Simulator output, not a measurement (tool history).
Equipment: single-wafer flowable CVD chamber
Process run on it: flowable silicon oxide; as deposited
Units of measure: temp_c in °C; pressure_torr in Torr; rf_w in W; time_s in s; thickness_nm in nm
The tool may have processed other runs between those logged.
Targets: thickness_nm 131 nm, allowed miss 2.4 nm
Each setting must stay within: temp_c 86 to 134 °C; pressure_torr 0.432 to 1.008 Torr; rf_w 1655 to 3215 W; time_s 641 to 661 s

Run 1, hour 0: temp_c 110 °C, pressure_torr 0.72 Torr, rf_w 2435 W, time_s 641 s. Result: thickness_nm 278.59 nm.
Run 2, hour 1.5: temp_c 113 °C, pressure_torr 0.72 Torr, rf_w 2435 W, time_s 641 s. Result: thickness_nm 248.73 nm.
Run 3, hour 5.5: temp_c 113 °C, pressure_torr 0.72 Torr, rf_w 2770 W, time_s 641 s. Result: thickness_nm 254.71 nm.
Run 4, hour 6.2: temp_c 113 °C, pressure_torr 0.618 Torr, rf_w 2770 W, time_s 641 s. Result: thickness_nm 224.7 nm.
At hour 11.3: thermocouple changed; heater temperature recalibrated.
Run 5, hour 11.3: temp_c 113 °C, pressure_torr 0.618 Torr, rf_w 2770 W, time_s 641 s. Result: thickness_nm 204.76 nm.
Run 6, hour 20.2: temp_c 108 °C, pressure_torr 0.618 Torr, rf_w 2770 W, time_s 641 s. Result: thickness_nm 242.75 nm.
Run 7, hour 26: temp_c 111 °C, pressure_torr 0.618 Torr, rf_w 2770 W, time_s 641 s. Result: thickness_nm 219.36 nm.
Run 8, hour 30.3: temp_c 113 °C, pressure_torr 0.618 Torr, rf_w 2770 W, time_s 641 s. Result: thickness_nm 206.57 nm.
Run 9, hour 32.4: temp_c 115 °C, pressure_torr 0.618 Torr, rf_w 2770 W, time_s 641 s. Result: thickness_nm 192.5 nm.
Run 10, hour 40.8: temp_c 116 °C, pressure_torr 0.618 Torr, rf_w 2770 W, time_s 641 s. Result: thickness_nm 184.54 nm.
Run 11, hour 49.8: temp_c 117 °C, pressure_torr 0.618 Torr, rf_w 2770 W, time_s 641 s. Result: thickness_nm 178.52 nm.
Run 12, hour 53.5: temp_c 118 °C, pressure_torr 0.618 Torr, rf_w 2770 W, time_s 641 s. Result: thickness_nm 173.5 nm.
Run 13, hour 60.7: temp_c 119 °C, pressure_torr 0.618 Torr, rf_w 2770 W, time_s 641 s. Result: thickness_nm 168.09 nm.
Run 14, hour 69.8: temp_c 120 °C, pressure_torr 0.618 Torr, rf_w 2770 W, time_s 641 s. Result: thickness_nm 161.84 nm.
Run 15, hour 71.5: temp_c 121 °C, pressure_torr 0.618 Torr, rf_w 2770 W, time_s 641 s. Result: thickness_nm 157.4 nm.
Run 16, hour 77.3: temp_c 122 °C, pressure_torr 0.618 Torr, rf_w 2770 W, time_s 641 s. Result: thickness_nm 152.4 nm.
Run 17, hour 81.6: temp_c 123 °C, pressure_torr 0.618 Torr, rf_w 2770 W, time_s 641 s. Result: thickness_nm 149.11 nm.
Run 18, hour 89.6: temp_c 125 °C, pressure_torr 0.618 Torr, rf_w 2770 W, time_s 641 s. Result: thickness_nm 140.7 nm.
Run 19, hour 98: temp_c 126 °C, pressure_torr 0.618 Torr, rf_w 2770 W, time_s 641 s. Result: thickness_nm 136.99 nm.

Exercise: of the 5 proposed moves below, exactly one satisfies all targets within the stated allowed misses. Which move is it?
Run A, hour 106.4: temp_c 127 °C, pressure_torr 0.556 Torr, rf_w 3035 W, time_s 656 s. Result: thickness_nm ?.
Run B, hour 106.4: temp_c 129 °C, pressure_torr 0.642 Torr, rf_w 2375 W, time_s 655 s. Result: thickness_nm ?.
Run C, hour 106.4: temp_c 121 °C, pressure_torr 0.534 Torr, rf_w 2970 W, time_s 661 s. Result: thickness_nm ?.
Run D, hour 106.4: temp_c 130 °C, pressure_torr 0.629 Torr, rf_w 2960 W, time_s 641 s. Result: thickness_nm ?.
Run E, hour 106.4: temp_c 128 °C, pressure_torr 0.575 Torr, rf_w 2815 W, time_s 648 s. Result: thickness_nm ?.

move  thickness_nm
   A        125.67
   B        129.09
   C        145.82
   D        124.44
   E        122.87
A: pushes the last run's worst result past its target
B: every result within its allowed miss
C: lands further from the targets than the last run did
D: pushes the last run's worst result past its target
E: pushes the last run's worst result past its target
Move B is the one to make.
